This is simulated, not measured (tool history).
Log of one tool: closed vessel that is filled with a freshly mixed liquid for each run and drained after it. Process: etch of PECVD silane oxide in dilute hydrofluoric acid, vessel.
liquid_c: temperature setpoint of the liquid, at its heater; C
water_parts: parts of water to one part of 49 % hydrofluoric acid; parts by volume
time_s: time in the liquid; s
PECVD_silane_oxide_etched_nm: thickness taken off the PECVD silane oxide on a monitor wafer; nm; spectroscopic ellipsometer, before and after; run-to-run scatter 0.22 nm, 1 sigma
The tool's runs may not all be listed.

run 1 day=0 | liquid_c=23 water_parts=45 time_s=30 | PECVD_silane_oxide_etched_nm=12.654
run 2 day=0.133 | liquid_c=25 water_parts=45 time_s=30 | PECVD_silane_oxide_etched_nm=13.512
run 3 day=0.367 | liquid_c=26.5 water_parts=40 time_s=30 | PECVD_silane_oxide_etched_nm=16.297
run 4 day=0.483 | liquid_c=27.5 water_parts=35 time_s=30 | PECVD_silane_oxide_etched_nm=19.746
run 5 day=0.65 | liquid_c=28.5 water_parts=35 time_s=30 | PECVD_silane_oxide_etched_nm=20.133
run 6 day=0.912 | liquid_c=30 water_parts=35 time_s=30 | PECVD_silane_oxide_etched_nm=21.797

The next listed run, before its measurement:
run 7 day=1.104 | liquid_c=30.5 water_parts=35 time_s=30 | PECVD_silane_oxide_etched_nm=?

PECVD_silane_oxide_etched_nm: 22.43 nm
